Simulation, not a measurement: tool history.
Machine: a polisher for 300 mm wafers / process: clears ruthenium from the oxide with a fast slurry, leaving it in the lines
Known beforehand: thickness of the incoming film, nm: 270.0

run	day	flow of slurry (ml/min)	pressure of the wafer on the pad (psi)	speed of the pad under the wafer (cm/s)	abrasive content of the slurry	overpolish time after the end point (s)	time until the end point was called (s)	dishing of a wide line in a test structure (nm)
1	0	175	2.8	126	1	12	47.712	51.012
2	0.304	175	2.8	126	1	10	48.223	42.159
3	0.554	175	2.8	126	1	14	49.512	56.756
4	0.771	175	2.6	116	1	12	56.31	43.66
5	0.983	175	2.6	116	1	15	55.322	54.281
6	1.083	180	2.4	106	1.05	13	64.621	41.26
7	1.421	185	2.3	100	1.1	11	69.409	33.007

What will run 8 give?
8	1.783	200	2.2	94	1.15	10	?	?

{"run 8": {"time until the end point was called (s)": 72.373, "dishing of a wide line in a test structure (nm)": 29.114}}

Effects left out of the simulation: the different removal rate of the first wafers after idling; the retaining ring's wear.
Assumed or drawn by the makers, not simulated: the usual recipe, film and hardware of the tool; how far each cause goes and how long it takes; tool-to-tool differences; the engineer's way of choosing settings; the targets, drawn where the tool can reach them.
